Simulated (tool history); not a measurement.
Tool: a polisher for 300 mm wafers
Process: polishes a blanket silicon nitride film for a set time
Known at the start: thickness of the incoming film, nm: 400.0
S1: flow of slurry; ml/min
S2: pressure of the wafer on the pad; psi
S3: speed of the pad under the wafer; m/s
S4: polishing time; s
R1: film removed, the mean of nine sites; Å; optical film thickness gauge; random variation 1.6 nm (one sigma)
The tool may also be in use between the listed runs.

| run | day | S1 | S2 | S3 | S4 | R1 |
|---|---|---|---|---|---|---|
| 1 | 0.000 | 310 | 4.3 | 0.96 | 62 | 1049.30 |
| 2 | 0.071 | 310 | 3.8 | 0.96 | 62 | 941.12 |
| 3 | 0.425 | 340 | 3.8 | 0.96 | 62 | 961.49 |
| 4 | 0.733 | 385 | 3.8 | 0.96 | 62 | 956.16 |
| 5 | 0.817 | 385 | 4.6 | 1.00 | 62 | 1186.40 |
| 6 | 1.079 | 385 | 5.2 | 1.02 | 62 | 1341.00 |
| 7 | 1.133 | 385 | 5.6 | 1.06 | 62 | 1489.40 |
| 8 | 1.279 | 385 | 5.9 | 1.08 | 62 | 1587.70 |
| 9 | 1.308 | 390 | 6.1 | 1.10 | 62 | 1671.00 |

Forecast run 10:
| 10 | 1.346 | 390 | 6.3 | 1.12 | 62 | ? |

R1: 1764.00 Å

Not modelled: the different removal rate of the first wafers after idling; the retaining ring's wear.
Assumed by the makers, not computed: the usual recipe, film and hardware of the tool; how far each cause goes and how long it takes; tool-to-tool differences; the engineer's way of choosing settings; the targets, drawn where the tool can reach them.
